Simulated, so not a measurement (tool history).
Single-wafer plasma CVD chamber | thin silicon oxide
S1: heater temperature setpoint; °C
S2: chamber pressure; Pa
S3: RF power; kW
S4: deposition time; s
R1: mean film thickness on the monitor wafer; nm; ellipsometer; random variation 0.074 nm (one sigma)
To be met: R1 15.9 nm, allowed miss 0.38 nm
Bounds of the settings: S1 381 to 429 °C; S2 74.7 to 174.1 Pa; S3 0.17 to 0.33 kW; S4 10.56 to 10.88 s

run,hour,S1,S2,S3,S4,R1
1,0,405,124.4,0.25,10.56,19.078
2,8.7,405,115.6,0.25,10.56,18.14
3,11.6,405,115.6,0.25,10.88,18.662
4,18.5,405,107.9,0.25,10.88,17.765
5,19.3,405,128.5,0.25,10.88,19.86
6,21.8,410,128.5,0.25,10.88,19.966
7,28.6,410,116.3,0.245,10.87,18.471
8,31.2,410,108.3,0.245,10.86,17.511
9,33.6,410,103.3,0.245,10.86,17.059
10,37.4,410,99.6,0.245,10.86,16.62

Which of these 5 next moves meets every target?
A,41.2,418,94.4,0.3,10.6,?
B,41.2,415,95.6,0.26,10.56,?
C,41.2,412,112.5,0.23,10.88,?
D,41.2,412,99.2,0.255,10.71,?
E,41.2,404,104.7,0.22,10.88,?

move,R1
A,16.732
B,15.901
C,17.478
D,16.468
E,16.408
A: further off than the last run
B: meets every target
C: further off than the last run
D: nearer than the last run, and not there yet
E: nearer than the last run, and not there yet
Move B is the one to make.
